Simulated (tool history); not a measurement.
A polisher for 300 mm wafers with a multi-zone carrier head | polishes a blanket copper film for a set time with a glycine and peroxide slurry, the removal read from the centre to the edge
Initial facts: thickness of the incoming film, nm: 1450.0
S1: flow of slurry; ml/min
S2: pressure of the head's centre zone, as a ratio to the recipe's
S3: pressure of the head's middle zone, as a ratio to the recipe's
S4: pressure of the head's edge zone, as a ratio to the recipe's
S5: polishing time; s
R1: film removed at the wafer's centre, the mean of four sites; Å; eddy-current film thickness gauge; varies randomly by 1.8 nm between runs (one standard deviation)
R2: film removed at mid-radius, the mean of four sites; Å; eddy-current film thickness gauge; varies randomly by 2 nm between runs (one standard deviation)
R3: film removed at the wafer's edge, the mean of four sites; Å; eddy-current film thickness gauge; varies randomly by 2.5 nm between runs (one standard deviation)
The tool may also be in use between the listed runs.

Run 1, hour 0: S1 300 ml/min, S2 1, S3 1, S4 1, S5 62 s. Result: R1 3323.7 Å, R2 3235.1 Å, R3 3269.4 Å.
Run 2, hour 0.7: S1 300 ml/min, S2 1, S3 1, S4 1, S5 48 s. Result: R1 2653.6 Å, R2 2571.5 Å, R3 2579.4 Å.
Run 3, hour 5.7: S1 300 ml/min, S2 1.06, S3 1, S4 1, S5 48 s. Result: R1 2711.8 Å, R2 2554.5 Å, R3 2569.4 Å.
Run 4, hour 12.3: S1 250 ml/min, S2 1.06, S3 1, S4 1, S5 48 s. Result: R1 2676.7 Å, R2 2501 Å, R3 2502.2 Å.
Run 5, hour 20.4: S1 235 ml/min, S2 1.02, S3 0.98, S4 0.98, S5 43 s. Result: R1 2361.7 Å, R2 2207.5 Å, R3 2227 Å.
Run 6, hour 25.6: S1 230 ml/min, S2 0.98, S3 0.97, S4 0.97, S5 40 s. Result: R1 2025.2 Å, R2 2015 Å, R3 2025.2 Å.
Run 7, hour 33.1: S1 225 ml/min, S2 0.97, S3 0.95, S4 0.94, S5 40 s. Result: R1 2080.4 Å, R2 1976.8 Å, R3 1990.5 Å.
Run 8, hour 38: S1 220 ml/min, S2 0.87, S3 0.93, S4 0.91, S5 28 s. Result: R1 1310.7 Å, R2 1354.1 Å, R3 1348.1 Å.
Run 9, hour 44.9: S1 220 ml/min, S2 0.87, S3 0.93, S4 0.91, S5 28 s. Result: R1 1305.9 Å, R2 1377.7 Å, R3 1404.5 Å.
Run 10, hour 48.8: S1 240 ml/min, S2 0.97, S3 1.02, S4 1.01, S5 36 s. Result: R1 1874.6 Å, R2 1888.6 Å, R3 1856.9 Å.
Run 11, hour 53.4: S1 230 ml/min, S2 0.96, S3 1, S4 0.99, S5 35 s. Result: R1 1814.3 Å, R2 1838.1 Å, R3 1792 Å.
Run 12, hour 56.9: S1 225 ml/min, S2 0.95, S3 0.98, S4 0.97, S5 35 s. Result: R1 1765.4 Å, R2 1777.6 Å, R3 1803.8 Å.
Run 13, hour 65: S1 225 ml/min, S2 0.94, S3 0.97, S4 0.95, S5 35 s. Result: R1 1742.2 Å, R2 1776.4 Å, R3 1798.2 Å.
Run 14, hour 65.8: S1 230 ml/min, S2 0.96, S3 0.95, S4 0.9, S5 31 s. Result: R1 1599.5 Å, R2 1508.7 Å, R3 1514 Å.
Run 15, hour 72.5: S1 230 ml/min, S2 0.96, S3 0.96, S4 0.92, S5 31 s. Result: R1 1573.7 Å, R2 1586.8 Å, R3 1599.1 Å.

Run 16 has not been measured yet. What should we expect?
Run 16, hour 77.4: S1 230 ml/min, S2 0.97, S3 0.96, S4 0.92, S5 31 s. Result: R1 ?, R2 ?, R3 ?.

R1: 1628.6 Å
R2: 1541 Å
R3: 1584.4 Å
